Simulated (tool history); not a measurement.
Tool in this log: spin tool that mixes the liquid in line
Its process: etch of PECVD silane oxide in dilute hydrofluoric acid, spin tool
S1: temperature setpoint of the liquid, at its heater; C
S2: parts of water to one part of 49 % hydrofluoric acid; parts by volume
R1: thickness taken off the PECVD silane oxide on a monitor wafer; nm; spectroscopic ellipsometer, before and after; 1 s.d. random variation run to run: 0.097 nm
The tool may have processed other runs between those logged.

{"run": 1, "hour": 0.0, "S1": 23, "S2": 190, "time under the liquid (s)": 70, "R1": 10}
{"run": 2, "hour": 8.0, "S1": 23, "S2": 190, "time under the liquid (s)": 55, "R1": 7.8213}
{"run": 3, "hour": 11.0, "S1": 24, "S2": 190, "time under the liquid (s)": 55, "R1": 8.1626}
{"run": 4, "hour": 11.9, "S1": 24, "S2": 185, "time under the liquid (s)": 55, "R1": 8.4161}
{"run": 5, "hour": 15.5, "S1": 24, "S2": 185, "time under the liquid (s)": 55, "R1": 8.4576}
{"run": 6, "hour": 19.3, "S1": 24, "S2": 180, "time under the liquid (s)": 55, "R1": 8.691}
{"run": 7, "hour": 24.7, "S1": 24, "S2": 175, "time under the liquid (s)": 55, "R1": 9.1374}
{"run": 8, "hour": 30.4, "S1": 24.5, "S2": 170, "time under the liquid (s)": 55, "R1": 9.5331}
{"run": 9, "hour": 39.4, "S1": 25, "S2": 170, "time under the liquid (s)": 55, "R1": 9.722}
{"run": 10, "hour": 44.8, "S1": 25.5, "S2": 170, "time under the liquid (s)": 55, "R1": 9.9553}

Run 11 has not been measured yet. What should we expect?
{"run": 11, "hour": 49.6, "S1": 26, "S2": 170, "time under the liquid (s)": 55, "R1": "?"}

R1: 10.105 nm
